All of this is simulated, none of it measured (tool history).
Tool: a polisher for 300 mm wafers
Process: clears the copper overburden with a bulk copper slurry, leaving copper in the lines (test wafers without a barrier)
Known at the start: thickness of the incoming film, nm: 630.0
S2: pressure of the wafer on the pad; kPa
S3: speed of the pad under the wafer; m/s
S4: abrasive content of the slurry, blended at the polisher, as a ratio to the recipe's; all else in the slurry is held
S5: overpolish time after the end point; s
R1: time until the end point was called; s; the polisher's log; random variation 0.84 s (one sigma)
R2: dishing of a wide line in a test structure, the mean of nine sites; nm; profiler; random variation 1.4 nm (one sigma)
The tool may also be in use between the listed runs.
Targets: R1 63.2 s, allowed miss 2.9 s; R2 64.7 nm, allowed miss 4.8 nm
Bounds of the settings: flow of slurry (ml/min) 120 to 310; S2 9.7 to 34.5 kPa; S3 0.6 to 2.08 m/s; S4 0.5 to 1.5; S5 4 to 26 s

{"run": 1, "hour": 0.0, "flow of slurry (ml/min)": 200, "S2": 22.1, "S3": 1.34, "S4": 1, "S5": 13, "R1": 40.163, "R2": 79.111}
{"run": 2, "hour": 7.0, "flow of slurry (ml/min)": 200, "S2": 20.7, "S3": 1.34, "S4": 1, "S5": 13, "R1": 40.782, "R2": 80.905}
{"run": 3, "hour": 10.3, "flow of slurry (ml/min)": 200, "S2": 19.3, "S3": 1.32, "S4": 1, "S5": 13, "R1": 43.248, "R2": 78.277}
{"run": 4, "hour": 16.8, "flow of slurry (ml/min)": 200, "S2": 19.3, "S3": 1.32, "S4": 1, "S5": 10, "R1": 43.444, "R2": 68.915}
{"run": 5, "hour": 19.1, "flow of slurry (ml/min)": 200, "S2": 17.9, "S3": 1.3, "S4": 1, "S5": 10, "R1": 47.934, "R2": 61.804}
{"run": 6, "hour": 21.2, "flow of slurry (ml/min)": 200, "S2": 17.2, "S3": 1.3, "S4": 1, "S5": 11, "R1": 49.296, "R2": 66.747}
{"run": 7, "hour": 29.8, "flow of slurry (ml/min)": 200, "S2": 16.5, "S3": 1.3, "S4": 1, "S5": 11, "R1": 49.471, "R2": 64.956}
{"hour": 32.5, "done": "worn pad replaced by a new one"}
{"run": 8, "hour": 32.5, "flow of slurry (ml/min)": 200, "S2": 16.5, "S3": 1.3, "S4": 1, "S5": 11, "R1": 47.426, "R2": 64.089}

4 next moves are on the table. One of them brings every result within its allowed miss. Which?
{"run": "A", "hour": 35.2, "flow of slurry (ml/min)": 170, "S2": 13.1, "S3": 0.98, "S4": 1.05, "S5": 13, "R1": "?", "R2": "?"}
{"run": "B", "hour": 35.2, "flow of slurry (ml/min)": 190, "S2": 13.1, "S3": 1.28, "S4": 1, "S5": 13, "R1": "?", "R2": "?"}
{"run": "C", "hour": 35.2, "flow of slurry (ml/min)": 205, "S2": 15.9, "S3": 0.92, "S4": 0.9, "S5": 16, "R1": "?", "R2": "?"}
{"run": "D", "hour": 35.2, "flow of slurry (ml/min)": 215, "S2": 17.9, "S3": 0.94, "S4": 0.85, "S5": 14, "R1": "?", "R2": "?"}

move=A R1=74.98 R2=56.153
move=B R1=57.882 R2=65.249
move=C R1=70.885 R2=66.957
move=D R1=64.09 R2=66.669
A: takes the result that was furthest off past its target
B: nearer than the last run, and not there yet
C: takes the result that was furthest off past its target
D: meets every target
Move D is the one to make.
